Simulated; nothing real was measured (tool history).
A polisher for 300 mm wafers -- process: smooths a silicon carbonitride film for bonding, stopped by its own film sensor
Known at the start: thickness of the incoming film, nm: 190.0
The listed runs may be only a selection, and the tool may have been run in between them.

run,day,flow of slurry (ml/min),pressure of the wafer on the pad (kPa),speed of the pad under the wafer (m/s),abrasive content of the slurry,target thickness at which the film sensor stops the polish (nm),time until the film sensor stopped the polish (s)
1,0,190,12.4,1.02,1,153,199.4
2,0.029,190,12.4,1.02,1,151,206.41
3,0.096,190,10.3,1.02,1,151,239.92
4,0.217,190,10.3,1.02,1.2,151,224.96
5,0.312,190,12.4,1.06,1.2,151,184.1
6,0.579,190,12.4,1.06,1.2,153,175.46
7,0.717,190,13.8,1.08,1.2,153,156.66
8,1.042,190,14.5,1.1,1.2,153,144.34
9,1.233,190,15.2,1.1,1.2,153,139.45

Run 10 has not been measured yet. What should we expect?
10,1.458,190,15.9,1.1,1.2,153,?

{"run 10": {"time until the film sensor stopped the polish (s)": 133.85}}

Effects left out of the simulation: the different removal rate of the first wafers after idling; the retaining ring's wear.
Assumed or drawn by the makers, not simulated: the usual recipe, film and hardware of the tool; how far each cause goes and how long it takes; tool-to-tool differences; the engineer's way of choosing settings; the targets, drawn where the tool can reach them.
